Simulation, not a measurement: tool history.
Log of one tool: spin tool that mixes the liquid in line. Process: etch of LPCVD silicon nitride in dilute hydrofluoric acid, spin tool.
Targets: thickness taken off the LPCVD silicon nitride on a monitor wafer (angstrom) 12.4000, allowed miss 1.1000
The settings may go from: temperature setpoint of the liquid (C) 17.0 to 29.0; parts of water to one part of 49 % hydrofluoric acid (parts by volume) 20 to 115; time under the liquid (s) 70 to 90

run  hour  temperature setpoint of the liquid (C)  parts of water to one part of 49 % hydrofluoric acid (parts by volume)  time under the liquid (s)  thickness taken off the LPCVD silicon nitride on a monitor wafer (angstrom)
  1   0.0                                    21.0                                                                      65                         90                                                                       5.7465
  2   1.6                                    21.0                                                                      75                         90                                                                       4.9382
  3   6.7                                    23.0                                                                      75                         90                                                                       5.8459
  4  14.8                                    24.5                                                                      75                         90                                                                       6.5925
  5  20.3                                    24.5                                                                      75                         90                                                                       6.3288
  6  25.8                                    24.5                                                                      65                         90                                                                       7.6620
  7  33.3                                    25.5                                                                      60                         90                                                                       8.4754
  8  34.9                                    25.5                                                                      60                         90                                                                       8.5260
  9  38.9                                    26.5                                                                      55                         90                                                                      10.1480
 10  42.6                                    27.0                                                                      55                         90                                                                      10.3270
 11  46.1                                    27.5                                                                      55                         90                                                                      11.2370

4 next moves are on the table. One of them brings every result within its allowed miss. Which?
  A  49.6                                    28.0                                                                      55                         75                                                                            ?
  B  49.6                                    28.0                                                                      50                         75                                                                            ?
  C  49.6                                    25.5                                                                      40                         90                                                                            ?
  D  49.6                                    26.5                                                                      50                         80                                                                            ?

move  thickness taken off the LPCVD silicon nitride on a monitor wafer (angstrom)
   A                                                                       9.1976
   B                                                                      10.1050
   C                                                                      12.7890
   D                                                                       9.7648
A: further off than the last run
B: further off than the last run
C: meets every target
D: further off than the last run
Answer: C

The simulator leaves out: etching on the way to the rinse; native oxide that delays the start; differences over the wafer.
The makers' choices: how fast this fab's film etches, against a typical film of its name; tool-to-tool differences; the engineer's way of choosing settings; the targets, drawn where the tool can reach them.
